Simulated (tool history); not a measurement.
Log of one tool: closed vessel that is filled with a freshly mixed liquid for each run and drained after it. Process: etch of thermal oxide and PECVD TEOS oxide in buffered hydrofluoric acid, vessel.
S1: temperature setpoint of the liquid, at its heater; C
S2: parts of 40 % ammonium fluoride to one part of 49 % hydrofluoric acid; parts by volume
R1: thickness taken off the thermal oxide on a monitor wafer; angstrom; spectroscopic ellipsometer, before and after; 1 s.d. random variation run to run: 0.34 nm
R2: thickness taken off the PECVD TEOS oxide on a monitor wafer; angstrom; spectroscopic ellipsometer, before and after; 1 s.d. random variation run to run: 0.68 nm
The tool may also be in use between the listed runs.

{"run": 1, "day": 0.0, "S1": 22.0, "S2": 11.0, "time in the liquid (s)": 60, "R1": 643.39, "R2": 1180.3}
{"run": 2, "day": 0.346, "S1": 22.0, "S2": 8.5, "time in the liquid (s)": 60, "R1": 808.8, "R2": 1501.9}
{"run": 3, "day": 0.629, "S1": 20.5, "S2": 9.0, "time in the liquid (s)": 60, "R1": 696.94, "R2": 1290.1}
{"run": 4, "day": 0.688, "S1": 19.5, "S2": 9.5, "time in the liquid (s)": 60, "R1": 621.11, "R2": 1153.4}
{"run": 5, "day": 0.712, "S1": 19.5, "S2": 11.5, "time in the liquid (s)": 60, "R1": 530.45, "R2": 995.02}
{"run": 6, "day": 0.8, "S1": 19.0, "S2": 11.5, "time in the liquid (s)": 60, "R1": 521.62, "R2": 957.66}
{"day": 1.088, "done": "hydrofluoric acid flow meter replaced"}
{"run": 7, "day": 1.088, "S1": 18.5, "S2": 11.5, "time in the liquid (s)": 60, "R1": 459.73, "R2": 865.83}
{"run": 8, "day": 1.179, "S1": 19.0, "S2": 11.5, "time in the liquid (s)": 60, "R1": 464.77, "R2": 861.42}

Run 9 has not been measured yet. What should we expect?
{"run": 9, "day": 1.529, "S1": 19.5, "S2": 11.5, "time in the liquid (s)": 60, "R1": "?", "R2": "?"}

Logged for run 9: R1 483.04 angstrom, R2 901.89 angstrom.
